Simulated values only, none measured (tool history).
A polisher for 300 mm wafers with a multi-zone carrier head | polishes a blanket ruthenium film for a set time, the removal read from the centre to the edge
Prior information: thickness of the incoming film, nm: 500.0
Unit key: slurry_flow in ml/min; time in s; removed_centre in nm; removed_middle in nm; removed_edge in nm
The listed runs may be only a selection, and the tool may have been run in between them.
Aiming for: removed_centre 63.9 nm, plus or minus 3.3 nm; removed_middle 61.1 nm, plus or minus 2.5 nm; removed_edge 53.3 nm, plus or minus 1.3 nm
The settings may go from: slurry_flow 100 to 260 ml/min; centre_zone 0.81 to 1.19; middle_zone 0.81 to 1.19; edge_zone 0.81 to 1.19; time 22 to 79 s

run	hour	slurry_flow	centre_zone	middle_zone	edge_zone	time	removed_centre	removed_middle	removed_edge
1	0	165	1	1	1	50	37.653	38.79	37.951
2	6.7	205	1	1	1	50	41.26	40.666	39.298
3	9.5	205	0.94	1	1	50	37.359	40.977	39.253
4	11.9	205	1.01	1	1	50	40.43	39.596	39.23
5	16.6	215	1.03	1.04	0.99	54	44.779	45.5	41.705
6	25.3	215	0.95	1.04	0.99	54	41.708	44.59	42.692
7	27	225	0.99	1.07	1	57	46.78	50.091	45.075
8	32.9	230	1.02	1.08	1.02	59	47.401	51.295	47.647

Which of these 5 next moves meets every target?
A	38.8	260	1.1	1.07	0.81	69	?	?	?
B	38.8	255	1.15	1.12	0.81	74	?	?	?
C	38.8	210	1.1	1.06	0.87	72	?	?	?
D	38.8	255	1.04	1.1	0.9	73	?	?	?
E	38.8	240	1.18	0.91	1.01	71	?	?	?

move	removed_centre	removed_middle	removed_edge
A	61.951	60.814	50.495
B	69.331	67.649	54.024
C	62.68	61.22	53.265
D	61.8	65.741	55.882
E	67.612	54.032	57.214
A: corrects the largest miss of the last run, while another result sits out of spec
B: moves the result that the last run missed by most past its target, out the other side
C: each result inside its tolerance
D: corrects the largest miss of the last run, while another result sits out of spec
E: moves the result that the last run missed by most past its target, out the other side
C is the move that brings every result within its allowed miss.

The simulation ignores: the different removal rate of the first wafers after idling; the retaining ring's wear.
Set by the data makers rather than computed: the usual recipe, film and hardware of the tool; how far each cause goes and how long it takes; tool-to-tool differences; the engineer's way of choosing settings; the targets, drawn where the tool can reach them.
